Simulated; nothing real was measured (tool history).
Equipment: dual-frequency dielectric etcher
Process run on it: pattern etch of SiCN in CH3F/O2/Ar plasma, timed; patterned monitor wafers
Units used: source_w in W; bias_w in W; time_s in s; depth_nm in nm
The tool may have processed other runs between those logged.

run 1 hour=0.0 | source_w=400 bias_w=87 time_s=142.0 | depth_nm=62.642
run 2 hour=8.5 | source_w=370 bias_w=87 time_s=142.0 | depth_nm=61.080
run 3 hour=15.9 | source_w=390 bias_w=88 time_s=142.0 | depth_nm=62.807
run 4 hour=23.2 | source_w=390 bias_w=88 time_s=148.5 | depth_nm=65.335
run 5 hour=27.0 | source_w=390 bias_w=88 time_s=142.0 | depth_nm=62.386
run 6 hour=30.4 | source_w=410 bias_w=89 time_s=142.0 | depth_nm=63.776

What will run 7 give?
-- hour=31.4 wet clean of the chamber
run 7 hour=31.4 | source_w=420 bias_w=90 time_s=142.0 | depth_nm=?

{"run 7": {"depth_nm": 67.86}}

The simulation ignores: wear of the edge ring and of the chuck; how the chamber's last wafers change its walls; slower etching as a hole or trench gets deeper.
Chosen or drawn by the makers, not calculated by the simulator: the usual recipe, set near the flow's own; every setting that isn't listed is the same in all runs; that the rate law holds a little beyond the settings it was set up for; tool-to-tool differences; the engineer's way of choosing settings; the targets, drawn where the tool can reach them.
